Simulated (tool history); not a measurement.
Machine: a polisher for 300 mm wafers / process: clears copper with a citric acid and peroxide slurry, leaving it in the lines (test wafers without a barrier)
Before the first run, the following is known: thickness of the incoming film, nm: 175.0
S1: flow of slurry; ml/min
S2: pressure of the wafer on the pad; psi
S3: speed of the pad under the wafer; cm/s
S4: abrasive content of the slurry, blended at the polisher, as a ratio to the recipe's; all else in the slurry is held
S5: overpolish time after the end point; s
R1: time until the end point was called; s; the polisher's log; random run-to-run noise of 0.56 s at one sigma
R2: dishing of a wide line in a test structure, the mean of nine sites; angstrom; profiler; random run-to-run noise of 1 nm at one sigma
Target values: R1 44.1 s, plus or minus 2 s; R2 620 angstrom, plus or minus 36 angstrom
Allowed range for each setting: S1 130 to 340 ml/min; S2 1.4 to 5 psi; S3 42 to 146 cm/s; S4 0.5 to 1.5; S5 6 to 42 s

run 1 hour=0 | S1=220 S2=3.2 S3=94 S4=1 S5=21 | R1=67.374 R2=337.37
run 2 hour=1.6 | S1=245 S2=3.2 S3=94 S4=1 S5=21 | R1=64.797 R2=343.03
run 3 hour=8.4 | S1=245 S2=3.5 S3=94 S4=1 S5=23 | R1=60.306 R2=384.48
run 4 hour=14.1 | S1=245 S2=3.8 S3=94 S4=1 S5=25 | R1=54.166 R2=443.76
run 5 hour=22 | S1=245 S2=3.8 S3=80 S4=1 S5=25 | R1=64.759 R2=391.64
run 6 hour=30.6 | S1=245 S2=3.8 S3=70 S4=1 S5=25 | R1=73.728 R2=369.06
run 7 hour=37 | S1=250 S2=4.7 S3=84 S4=1.05 S5=29 | R1=48.963 R2=563.42
run 8 hour=39.5 | S1=250 S2=4.8 S3=84 S4=1.05 S5=29 | R1=48.991 R2=547.74
run 9 hour=47.2 | S1=250 S2=4.9 S3=86 S4=1.05 S5=29 | R1=47.921 R2=562.87
run 10 hour=54.1 | S1=255 S2=4.9 S3=88 S4=1.05 S5=29 | R1=45.693 R2=579.61

Next run, 4 choices. One meets every target within its allowed miss, the rest don't. Which?
run A hour=61 | S1=200 S2=4.6 S3=92 S4=0.85 S5=30 | R1=? R2=?
run B hour=61 | S1=255 S2=4.7 S3=94 S4=1 S5=23 | R1=? R2=?
run C hour=61 | S1=330 S2=4.4 S3=96 S4=1.15 S5=32 | R1=? R2=?
run D hour=61 | S1=270 S2=4.3 S3=94 S4=1.05 S5=25 | R1=? R2=?

move=A R1=50.605 R2=543.57
move=B R1=45.619 R2=487.47
move=C R1=45.251 R2=604.71
move=D R1=49 R2=487.91
A: the biggest miss grows against the last run
B: the biggest miss grows against the last run
C: in spec on every target
D: the biggest miss grows against the last run
The right move is C.

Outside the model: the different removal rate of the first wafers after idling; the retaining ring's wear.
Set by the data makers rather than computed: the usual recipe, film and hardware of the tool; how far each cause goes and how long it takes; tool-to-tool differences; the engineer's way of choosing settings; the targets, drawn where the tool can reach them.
